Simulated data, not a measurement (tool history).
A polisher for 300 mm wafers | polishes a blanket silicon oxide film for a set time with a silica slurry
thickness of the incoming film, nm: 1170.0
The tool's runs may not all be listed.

run	day	flow of slurry (ml/min)	pressure of the wafer on the pad (psi)	speed of the pad under the wafer (m/s)	abrasive content of the slurry	polishing time (s)	film removed (nm)
1	0	200	3.7	1.12	1	52	140.45
2	0.075	200	3.5	1.08	1	52	129.58
3	0.192	200	3.5	1.08	1	47	117.08
4	0.567	200	3.3	1.06	1	47	109.01
5	0.846	200	3.3	1.2	1	47	122.05
6	1.092	200	2.5	1.2	1	47	92.879
7	1.4	200	2.4	1.18	1	47	87.347
8	1.692	200	2.3	1.16	1	47	81.926
9	1.854	200	2.2	1.16	1	47	79.27
10	2.142	200	2.1	1.16	1	47	76.287
11	2.404	195	1.9	1.12	1	47	67.162
12	2.454	190	1.9	1.12	1	47	66.934

Run 13 comes next. What will it give?
13	2.521	185	1.9	1.12	1	47	?

Run 13 gave film removed (nm) 66.286.
